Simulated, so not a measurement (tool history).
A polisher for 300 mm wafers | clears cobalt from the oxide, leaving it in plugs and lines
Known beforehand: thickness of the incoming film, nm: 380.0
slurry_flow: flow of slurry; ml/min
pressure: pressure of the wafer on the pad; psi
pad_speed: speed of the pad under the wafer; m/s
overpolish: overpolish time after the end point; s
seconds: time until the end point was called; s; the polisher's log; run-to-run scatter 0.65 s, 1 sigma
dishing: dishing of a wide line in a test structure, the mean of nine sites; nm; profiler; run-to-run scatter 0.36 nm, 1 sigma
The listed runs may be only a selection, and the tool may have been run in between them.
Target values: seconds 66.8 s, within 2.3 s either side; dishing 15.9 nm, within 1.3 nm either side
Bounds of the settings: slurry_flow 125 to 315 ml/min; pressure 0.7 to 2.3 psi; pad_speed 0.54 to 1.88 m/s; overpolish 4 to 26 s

run	day	slurry_flow	pressure	pad_speed	overpolish	seconds	dishing
1	0	205	1.5	1.2	13	78.09	27.042
2	0.121	240	1.5	1.2	13	76.15	26.995
3	0.288	210	1.5	1.2	13	78.522	27.197
4	0.596	175	1.5	1.2	13	81.381	26.73
5	0.775	175	1.6	1.2	13	76.112	29.216
6	1.012	175	1.9	1.2	13	64.452	29.419
7	1.3	220	1.9	1.16	10	63.774	27.343
8	1.496	250	1.7	1.2	8	67.852	22.556
9	1.842	270	1.6	1.26	7	67.098	21.816
10	2.008	285	1.5	1.32	6	69.967	19.95
11	2.162	295	1.4	1.4	5	70.705	17.769
12	2.483	300	1.4	1.46	5	67.947	18.041
13	2.596	305	1.3	1.52	5	70.975	18.457
14	2.796	250	1.7	1.3	4	63.391	15.932

Pick the move, out of 4, that brings all results within their allowed miss; only one does.
A	2.996	260	1.6	1.3	6	?	?
B	2.996	245	1.5	1.28	6	?	?
C	2.996	255	1.7	1.24	4	?	?
D	2.996	240	1.6	1.2	6	?	?

move	seconds	dishing
A	66.404	20.099
B	72.129	19.142
C	65.333	15.647
D	71.768	19.2
A: meets the target for the result that was furthest off, but another lies outside its allowed miss
B: the result that was furthest off in the last run now lies on the other side of its target
C: every result within its allowed miss
D: the result that was furthest off in the last run now lies on the other side of its target
Go with C: it meets all targets.
